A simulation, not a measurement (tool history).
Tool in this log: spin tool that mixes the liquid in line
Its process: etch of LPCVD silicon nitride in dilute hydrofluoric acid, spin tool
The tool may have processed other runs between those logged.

| run | hour | temperature setpoint of the liquid (°C) | parts of water to one part of 49 % hydrofluoric acid (parts by volume) | time under the liquid (s) | thickness taken off the LPCVD silicon nitride on a monitor wafer (angstrom) |
|---|---|---|---|---|---|
| 1 | 0 | 25 | 50 | 75 | 7.7315 |
| 2 | 1.9 | 25 | 70 | 75 | 5.5922 |
| 3 | 10.4 | 27.5 | 70 | 75 | 6.5307 |
| 4 | 13.7 | 29 | 70 | 75 | 7.3512 |
| 5 | 21.2 | 29 | 80 | 75 | 6.3868 |
| 6 | 27.4 | 30.5 | 75 | 75 | 7.3291 |

Predict the results of run 7:
| 7 | 29.8 | 31.5 | 70 | 75 | ? |

thickness taken off the LPCVD silicon nitride on a monitor wafer (angstrom): 8.3649
